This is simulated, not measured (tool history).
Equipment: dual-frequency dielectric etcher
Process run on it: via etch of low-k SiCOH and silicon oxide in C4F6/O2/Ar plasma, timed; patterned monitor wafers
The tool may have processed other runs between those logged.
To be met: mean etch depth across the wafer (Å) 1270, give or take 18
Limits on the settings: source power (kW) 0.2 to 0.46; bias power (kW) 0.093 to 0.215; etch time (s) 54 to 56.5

| run | hour | source power (kW) | bias power (kW) | etch time (s) | mean etch depth across the wafer (Å) |
|---|---|---|---|---|---|
| 1 | 0 | 0.33 | 0.154 | 54 | 1103.8 |
| 2 | 1 | 0.36 | 0.156 | 54 | 1163.6 |
| 3 | 8.3 | 0.38 | 0.157 | 54 | 1190.2 |
| 4 | 14.9 | 0.34 | 0.157 | 54 | 1132.3 |
| 5 | 22 | 0.34 | 0.146 | 54 | 1094.4 |
| 6 | 26.7 | 0.37 | 0.147 | 54 | 1146.4 |
| 7 | 35.2 | 0.39 | 0.148 | 54 | 1176.2 |
| 8 | 40.4 | 0.41 | 0.149 | 54 | 1214.1 |
| 9 | 41.1 | 0.42 | 0.149 | 54 | 1228.1 |
|  | 46.4 | source power generator calibrated |
| 10 | 46.4 | 0.43 | 0.149 | 54 | 1229.8 |
| 11 | 49.1 | 0.44 | 0.149 | 54 | 1236.7 |

Exercise: of the 5 proposed moves below, exactly one satisfies all targets within the stated allowed misses. Which move is it?
| A | 51.8 | 0.46 | 0.131 | 56 | ? |
| B | 51.8 | 0.44 | 0.139 | 54 | ? |
| C | 51.8 | 0.44 | 0.143 | 56 | ? |
| D | 51.8 | 0.43 | 0.142 | 54 | ? |
| E | 51.8 | 0.43 | 0.149 | 54 | ? |

| move | mean etch depth across the wafer (Å) |
|---|---|
| A | 1241.1 |
| B | 1203.6 |
| C | 1264.9 |
| D | 1201.8 |
| E | 1229.1 |
A: gains on the last run, yet a result remains outside its allowed miss
B: further off than the last run
C: in spec on every target
D: further off than the last run
E: further off than the last run
The move that meets every target is C.

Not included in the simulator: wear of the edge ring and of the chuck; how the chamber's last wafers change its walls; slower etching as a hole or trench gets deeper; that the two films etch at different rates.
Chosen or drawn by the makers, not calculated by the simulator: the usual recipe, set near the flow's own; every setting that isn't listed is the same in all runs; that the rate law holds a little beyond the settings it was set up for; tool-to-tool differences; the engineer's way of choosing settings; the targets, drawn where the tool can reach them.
